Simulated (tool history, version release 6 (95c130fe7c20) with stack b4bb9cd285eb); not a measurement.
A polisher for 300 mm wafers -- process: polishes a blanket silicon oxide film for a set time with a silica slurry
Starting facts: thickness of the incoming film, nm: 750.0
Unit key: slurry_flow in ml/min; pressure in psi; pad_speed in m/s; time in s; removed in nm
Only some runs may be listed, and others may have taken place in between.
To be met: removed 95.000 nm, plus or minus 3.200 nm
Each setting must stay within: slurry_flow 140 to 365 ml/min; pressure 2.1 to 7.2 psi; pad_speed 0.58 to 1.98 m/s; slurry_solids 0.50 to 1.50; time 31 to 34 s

{"run": 1, "hour": 0.0, "slurry_flow": 235, "pressure": 4.6, "pad_speed": 1.28, "slurry_solids": 1.0, "time": 34, "removed": 129.67}
{"run": 2, "hour": 4.0, "slurry_flow": 205, "pressure": 4.6, "pad_speed": 1.28, "slurry_solids": 1.0, "time": 34, "removed": 130.72}
{"run": 3, "hour": 12.7, "slurry_flow": 205, "pressure": 4.6, "pad_speed": 1.28, "slurry_solids": 0.85, "time": 34, "removed": 122.03}
{"run": 4, "hour": 15.4, "slurry_flow": 205, "pressure": 4.6, "pad_speed": 1.28, "slurry_solids": 0.75, "time": 34, "removed": 115.29}
{"run": 5, "hour": 22.7, "slurry_flow": 205, "pressure": 4.6, "pad_speed": 1.4, "slurry_solids": 0.75, "time": 34, "removed": 125.25}
{"run": 6, "hour": 24.4, "slurry_flow": 205, "pressure": 4.3, "pad_speed": 1.4, "slurry_solids": 0.75, "time": 34, "removed": 118.17}
{"run": 7, "hour": 33.3, "slurry_flow": 205, "pressure": 4.1, "pad_speed": 1.4, "slurry_solids": 0.75, "time": 34, "removed": 111.76}
{"run": 8, "hour": 41.3, "slurry_flow": 205, "pressure": 3.9, "pad_speed": 1.4, "slurry_solids": 0.75, "time": 34, "removed": 108.26}
{"run": 9, "hour": 44.5, "slurry_flow": 205, "pressure": 3.8, "pad_speed": 1.4, "slurry_solids": 0.75, "time": 34, "removed": 107.14}
{"run": 10, "hour": 45.6, "slurry_flow": 205, "pressure": 3.7, "pad_speed": 1.4, "slurry_solids": 0.75, "time": 34, "removed": 104.99}
{"run": 11, "hour": 54.6, "slurry_flow": 205, "pressure": 3.6, "pad_speed": 1.4, "slurry_solids": 0.75, "time": 34, "removed": 104.12}
{"run": 12, "hour": 61.7, "slurry_flow": 205, "pressure": 3.5, "pad_speed": 1.4, "slurry_solids": 0.75, "time": 34, "removed": 100.01}
{"run": 13, "hour": 70.5, "slurry_flow": 205, "pressure": 3.4, "pad_speed": 1.4, "slurry_solids": 0.75, "time": 34, "removed": 98.678}

Which of these 4 next moves meets every target?
{"run": "A", "hour": 79.3, "slurry_flow": 190, "pressure": 4.6, "pad_speed": 1.26, "slurry_solids": 0.75, "time": 31, "removed": "?"}
{"run": "B", "hour": 79.3, "slurry_flow": 260, "pressure": 3.4, "pad_speed": 1.4, "slurry_solids": 1.0, "time": 31, "removed": "?"}
{"run": "C", "hour": 79.3, "slurry_flow": 140, "pressure": 2.8, "pad_speed": 1.58, "slurry_solids": 0.9, "time": 34, "removed": "?"}
{"run": "D", "hour": 79.3, "slurry_flow": 265, "pressure": 3.3, "pad_speed": 1.18, "slurry_solids": 0.8, "time": 34, "removed": "?"}

move=A removed=102.060
move=B removed=102.460
move=C removed=94.045
move=D removed=88.368
A: lands further from the targets than the last run did
B: lands further from the targets than the last run did
C: meets every target
D: pushes the last run's worst result past its target
The move that meets every target is C.

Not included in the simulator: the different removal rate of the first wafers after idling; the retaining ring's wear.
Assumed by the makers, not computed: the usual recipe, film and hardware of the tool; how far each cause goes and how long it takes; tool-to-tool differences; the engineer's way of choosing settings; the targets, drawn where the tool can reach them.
